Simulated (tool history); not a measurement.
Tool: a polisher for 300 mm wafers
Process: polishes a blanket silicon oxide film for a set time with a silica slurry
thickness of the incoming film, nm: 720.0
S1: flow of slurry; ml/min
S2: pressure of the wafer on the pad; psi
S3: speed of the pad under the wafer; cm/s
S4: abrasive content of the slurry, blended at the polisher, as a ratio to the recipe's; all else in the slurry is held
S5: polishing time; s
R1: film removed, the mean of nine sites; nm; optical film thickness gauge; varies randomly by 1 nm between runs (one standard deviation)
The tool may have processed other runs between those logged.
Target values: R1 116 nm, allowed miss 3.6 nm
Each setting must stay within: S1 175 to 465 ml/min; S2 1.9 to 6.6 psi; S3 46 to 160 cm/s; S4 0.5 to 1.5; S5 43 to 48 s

run  hour   S1   S2   S3   S4  S5      R1
  1     0  295  4.2  102    1  48  172.28
  2   6.3  245  4.2  102    1  48  169.32
  3  10.2  245    4  102    1  48  159.33
  4  16.1  245    4  102  1.1  48  171.35
  5  21.3  245  3.5  102  1.1  48  150.55
  6  30.2  245  3.5  118  1.1  48  164.69
  7  36.6  245  3.3  118  1.1  48  155.64
  8  43.4  245  3.1  118  1.1  48  145.81
  9  46.9  245    3  118  1.1  48  140.77
 10  47.8  245  2.1  118  1.1  48  101.92
 11  55.1  245  2.2  118  1.1  48  105.46

Exactly one of the 4 candidate moves below puts every result within its allowed miss. Which one?
  A  62.4  235  2.1   94   1.2  48   ?
  B  62.4  255  3.7   90  0.95  44   ?
  C  62.4  250  2.1  116  1.05  45   ?
  D  62.4  175  2.8  112     1  48   ?

move      R1
   A  90.775
   B  122.74
   C   90.97
   D  114.65
A: the biggest miss grows against the last run
B: the result that was furthest off in the last run now lies on the other side of its target
C: the biggest miss grows against the last run
D: every result lands within tolerance
The right move is D.
